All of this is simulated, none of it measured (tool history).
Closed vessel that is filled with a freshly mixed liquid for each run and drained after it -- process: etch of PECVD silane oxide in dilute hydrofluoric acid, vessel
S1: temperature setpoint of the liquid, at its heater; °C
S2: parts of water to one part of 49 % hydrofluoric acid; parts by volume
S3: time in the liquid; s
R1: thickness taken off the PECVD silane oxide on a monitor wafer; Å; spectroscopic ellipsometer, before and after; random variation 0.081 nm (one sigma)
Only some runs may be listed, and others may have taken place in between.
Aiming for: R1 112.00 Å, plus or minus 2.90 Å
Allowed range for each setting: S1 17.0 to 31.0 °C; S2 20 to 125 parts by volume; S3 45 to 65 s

run,day,S1,S2,S3,R1
1,0.000,23.0,70,65,209.88
2,0.362,22.0,75,65,188.61
3,0.608,25.5,75,65,216.81
4,0.975,25.5,75,65,213.98
5,1.204,25.5,55,65,301.82
6,1.479,25.5,40,65,417.88
7,1.608,25.5,40,65,426.12
8,1.971,25.5,40,65,426.50
9,2.208,25.5,40,65,420.55
10,2.517,24.0,50,65,314.51
11,2.633,22.5,60,65,244.64
12,2.929,21.5,65,65,217.60
13,3.108,20.5,70,65,190.68

Which one of the following 5 next-run settings gets every result inside its allowed miss? There is exactly one.
A,3.288,18.5,90,50,?
B,3.288,20.0,80,45,?
C,3.288,20.0,85,45,?
D,3.288,20.5,30,65,?
E,3.288,22.0,35,65,?

move,R1
A,101.57
B,110.72
C,103.61
D,462.45
E,419.92
A: pushes the last run's worst result past its target
B: all results land within tolerance of their targets
C: pushes the last run's worst result past its target
D: lands further from the targets than the last run did
E: lands further from the targets than the last run did
The move that meets every target is B.

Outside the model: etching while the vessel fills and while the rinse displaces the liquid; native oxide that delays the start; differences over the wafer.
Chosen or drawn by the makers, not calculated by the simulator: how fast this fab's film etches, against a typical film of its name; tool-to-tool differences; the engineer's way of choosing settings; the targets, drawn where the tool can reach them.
